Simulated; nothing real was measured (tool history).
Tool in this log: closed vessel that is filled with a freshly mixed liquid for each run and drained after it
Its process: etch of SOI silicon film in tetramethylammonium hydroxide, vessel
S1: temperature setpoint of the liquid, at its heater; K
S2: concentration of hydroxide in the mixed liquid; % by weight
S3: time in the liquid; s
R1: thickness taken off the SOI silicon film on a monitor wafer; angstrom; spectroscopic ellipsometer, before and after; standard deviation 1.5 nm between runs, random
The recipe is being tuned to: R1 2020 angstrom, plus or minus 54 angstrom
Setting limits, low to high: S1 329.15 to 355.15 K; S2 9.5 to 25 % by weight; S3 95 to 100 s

run,hour,S1,S2,S3,R1
1,0,342.15,18.5,95,4318.1
2,7.8,337.65,18.5,95,3320.9
3,12.9,334.65,18.5,95,2772.6
4,20.2,334.65,18.5,95,2770.9
5,22.5,334.65,18.5,100,2881.8
6,28.6,337.65,18.5,100,3463.8
7,36.3,334.65,19,100,2900.2
8,45.1,332.65,19.5,100,2547.5
9,52.7,331.65,20,100,2343.9
10,54.1,330.65,20,100,2162.5
11,62.1,330.15,20,100,2101.7

Exactly one of the 4 candidate moves below puts every result within its allowed miss. Which one?
A,70.1,333.15,24.5,95,?
B,70.1,331.15,21.5,100,?
C,70.1,331.15,20.5,100,?
D,70.1,330.65,19,100,?

move,R1
A,2028
B,2164.2
C,2217.1
D,2224.4
A: each result inside its tolerance
B: misses by more than the last run did
C: misses by more than the last run did
D: misses by more than the last run did
Correct choice: A, which meets every target
